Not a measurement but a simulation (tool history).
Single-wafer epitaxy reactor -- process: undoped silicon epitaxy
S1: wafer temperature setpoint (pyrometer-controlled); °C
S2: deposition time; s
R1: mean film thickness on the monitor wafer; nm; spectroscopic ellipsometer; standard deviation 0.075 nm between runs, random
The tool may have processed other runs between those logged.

| run | hour | S1 | S2 | R1 |
|---|---|---|---|---|
| 1 | 0.0 | 630 | 183 | 19.241 |
| 2 | 1.3 | 636 | 183 | 22.468 |
| 3 | 7.7 | 636 | 194 | 23.801 |
| 4 | 11.7 | 637 | 194 | 24.468 |
| 5 | 20.7 | 646 | 194 | 30.573 |
| 6 | 27.3 | 646 | 179 | 28.291 |
| 7 | 34.5 | 645 | 179 | 27.545 |

What does the tool deliver on the next run?
| 8 | 43.3 | 644 | 179 | ? |

R1: 26.874 nm
